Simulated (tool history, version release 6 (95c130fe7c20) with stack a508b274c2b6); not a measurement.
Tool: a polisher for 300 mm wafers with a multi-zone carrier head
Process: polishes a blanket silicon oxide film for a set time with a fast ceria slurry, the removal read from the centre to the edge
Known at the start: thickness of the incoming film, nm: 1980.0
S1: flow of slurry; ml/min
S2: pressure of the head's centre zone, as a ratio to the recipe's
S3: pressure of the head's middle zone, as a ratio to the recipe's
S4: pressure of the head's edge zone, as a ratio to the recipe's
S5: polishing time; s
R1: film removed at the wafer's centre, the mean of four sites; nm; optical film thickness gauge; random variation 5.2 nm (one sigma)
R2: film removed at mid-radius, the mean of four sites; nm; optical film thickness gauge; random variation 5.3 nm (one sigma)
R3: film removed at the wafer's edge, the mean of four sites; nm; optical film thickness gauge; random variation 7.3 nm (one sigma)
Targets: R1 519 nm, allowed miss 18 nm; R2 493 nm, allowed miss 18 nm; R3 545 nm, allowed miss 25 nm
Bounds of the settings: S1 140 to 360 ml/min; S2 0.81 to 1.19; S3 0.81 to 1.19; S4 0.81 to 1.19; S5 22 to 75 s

run  hour   S1    S2    S3    S4  S5      R1      R2      R3
  1     0  230     1     1     1  48   777.7  778.86  772.48
  2   5.8  230     1     1  0.93  48  782.22  786.88  759.62
  3   9.1  225  0.98  0.96  0.93  43  696.18  682.78  700.56
  4  15.9  220  0.97  0.95  0.93  39  625.56  607.54  630.98
  5  20.6  220  0.97  0.95  0.87  39  607.64  612.16  618.98
  6  24.1  220  0.97  0.98  0.87  39  612.34  639.58  624.88
  7    27  215  0.96  0.95  0.87  37  584.63  584.17  588.17
  8  32.3  205  0.94  0.92  0.86  36   560.2  547.75  559.66

5 next moves are on the table. One of them brings every result within its allowed miss. Which?
  A  37.6  215  0.84  1.03  0.89  36   ?   ?   ?
  B  37.6  315  0.93  0.84  0.93  35   ?   ?   ?
  C  37.6  290  0.81  0.99  0.96  34   ?   ?   ?
  D  37.6  275  0.94  0.88  0.98  33   ?   ?   ?
  E  37.6  270  0.94  0.84  1.05  36   ?   ?   ?

move      R1      R2      R3
   A  524.43  609.41  561.41
   B  561.97  515.27  569.68
   C  497.51  570.44  556.58
   D  527.55  499.49  543.76
   E  574.42  523.62  609.89
A: further off than the last run
B: nearer than the last run, and not there yet
C: further off than the last run
D: meets every target
E: as far off as the last run
Answer: D

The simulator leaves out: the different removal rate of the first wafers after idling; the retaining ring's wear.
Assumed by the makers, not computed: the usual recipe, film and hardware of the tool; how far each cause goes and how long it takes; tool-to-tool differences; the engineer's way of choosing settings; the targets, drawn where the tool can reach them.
